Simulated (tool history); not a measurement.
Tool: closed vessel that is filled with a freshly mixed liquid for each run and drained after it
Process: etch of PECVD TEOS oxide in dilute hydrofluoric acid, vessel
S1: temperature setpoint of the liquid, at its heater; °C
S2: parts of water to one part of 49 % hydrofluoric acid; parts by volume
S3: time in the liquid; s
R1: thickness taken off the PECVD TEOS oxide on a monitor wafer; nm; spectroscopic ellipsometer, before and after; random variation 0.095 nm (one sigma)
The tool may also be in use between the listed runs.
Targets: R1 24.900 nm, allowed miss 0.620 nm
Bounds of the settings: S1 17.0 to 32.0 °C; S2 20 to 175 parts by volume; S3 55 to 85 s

Run 1, day 0.000: S1 24.0 °C, S2 95 parts by volume, S3 85 s. Result: R1 16.227 nm.
Run 2, day 0.075: S1 24.0 °C, S2 95 parts by volume, S3 85 s. Result: R1 16.388 nm.
Run 3, day 0.142: S1 24.0 °C, S2 125 parts by volume, S3 85 s. Result: R1 12.019 nm.
Run 4, day 0.208: S1 26.0 °C, S2 115 parts by volume, S3 85 s. Result: R1 14.207 nm.
Run 5, day 0.454: S1 26.0 °C, S2 95 parts by volume, S3 85 s. Result: R1 17.810 nm.
Run 6, day 0.704: S1 26.0 °C, S2 110 parts by volume, S3 85 s. Result: R1 15.012 nm.
Run 7, day 0.983: S1 27.5 °C, S2 100 parts by volume, S3 85 s. Result: R1 17.713 nm.
Run 8, day 1.300: S1 27.5 °C, S2 100 parts by volume, S3 85 s. Result: R1 17.781 nm.

Which of these 5 next moves meets every target?
Run A, day 1.617: S1 27.5 °C, S2 120 parts by volume, S3 70 s. Result: R1 ?.
Run B, day 1.617: S1 28.0 °C, S2 70 parts by volume, S3 85 s. Result: R1 ?.
Run C, day 1.617: S1 27.5 °C, S2 70 parts by volume, S3 85 s. Result: R1 ?.
Run D, day 1.617: S1 30.0 °C, S2 70 parts by volume, S3 85 s. Result: R1 ?.
Run E, day 1.617: S1 30.0 °C, S2 80 parts by volume, S3 85 s. Result: R1 ?.

move      R1
   A  11.829
   B  26.859
   C  26.337
   D  29.029
   E  25.029
A: further off than the last run
B: takes the result that was furthest off past its target
C: takes the result that was furthest off past its target
D: takes the result that was furthest off past its target
E: meets every target
The right move is E.
